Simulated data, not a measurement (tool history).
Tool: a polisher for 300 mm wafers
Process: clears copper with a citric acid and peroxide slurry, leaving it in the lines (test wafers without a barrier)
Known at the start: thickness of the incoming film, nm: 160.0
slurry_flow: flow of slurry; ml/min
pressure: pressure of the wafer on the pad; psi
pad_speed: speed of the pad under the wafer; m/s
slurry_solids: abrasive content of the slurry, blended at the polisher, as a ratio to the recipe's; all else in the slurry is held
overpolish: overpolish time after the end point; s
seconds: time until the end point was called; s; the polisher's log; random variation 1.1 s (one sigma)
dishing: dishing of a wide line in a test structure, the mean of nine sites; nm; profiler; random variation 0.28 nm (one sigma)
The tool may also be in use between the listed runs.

run	hour	slurry_flow	pressure	pad_speed	slurry_solids	overpolish	seconds	dishing
1	0	130	2.8	1.02	1	28	56.269	50.047
2	8.7	135	2.4	1.06	1	23	61.532	37.835
3	16.7	135	2.4	1.18	1	23	56.274	42.109
4	25.7	150	2.1	1.14	1.15	19	61.67	31.662
5	29.1	150	2.1	0.98	1.15	19	68.733	27.927
6	36.7	165	2	0.98	1.25	16	72.306	24.064
7	42.7	175	1.9	1.02	1.3	14	71.029	20.672

Forecast run 8:
8	49.4	195	1.7	1.06	1.4	8	?	?

{"run 8": {"seconds": 74.438, "dishing": 11.847}}
